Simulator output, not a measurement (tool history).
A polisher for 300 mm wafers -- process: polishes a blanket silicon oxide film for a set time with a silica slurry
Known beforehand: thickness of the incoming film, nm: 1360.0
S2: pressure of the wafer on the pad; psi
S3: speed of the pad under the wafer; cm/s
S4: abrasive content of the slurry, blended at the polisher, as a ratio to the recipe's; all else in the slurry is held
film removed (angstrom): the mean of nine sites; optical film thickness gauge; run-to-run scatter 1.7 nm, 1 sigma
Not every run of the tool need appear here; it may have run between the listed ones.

run 1 hour=0 | flow_of_slurry_(ml/min)=295 S2=5.5 S3=132 S4=1 polishing_time_(s)=102 | film_removed_(angstrom)=5270.8
run 2 hour=7.3 | flow_of_slurry_(ml/min)=295 S2=5.5 S3=132 S4=1 polishing_time_(s)=107 | film_removed_(angstrom)=5525.2
run 3 hour=15.4 | flow_of_slurry_(ml/min)=295 S2=5.5 S3=132 S4=1 polishing_time_(s)=102 | film_removed_(angstrom)=5235.2
run 4 hour=16.2 | flow_of_slurry_(ml/min)=245 S2=5.5 S3=132 S4=1 polishing_time_(s)=102 | film_removed_(angstrom)=5150.5
run 5 hour=23.9 | flow_of_slurry_(ml/min)=245 S2=5.5 S3=132 S4=1 polishing_time_(s)=107 | film_removed_(angstrom)=5417.4
run 6 hour=24.9 | flow_of_slurry_(ml/min)=235 S2=4.5 S3=122 S4=1 polishing_time_(s)=107 | film_removed_(angstrom)=4421
run 7 hour=29.6 | flow_of_slurry_(ml/min)=230 S2=3.8 S3=110 S4=1 polishing_time_(s)=107 | film_removed_(angstrom)=3652.8

What will run 8 give?
run 8 hour=31 | flow_of_slurry_(ml/min)=230 S2=3.4 S3=102 S4=1 polishing_time_(s)=107 | film_removed_(angstrom)=?

Run 8 yielded film removed (angstrom) 3209.
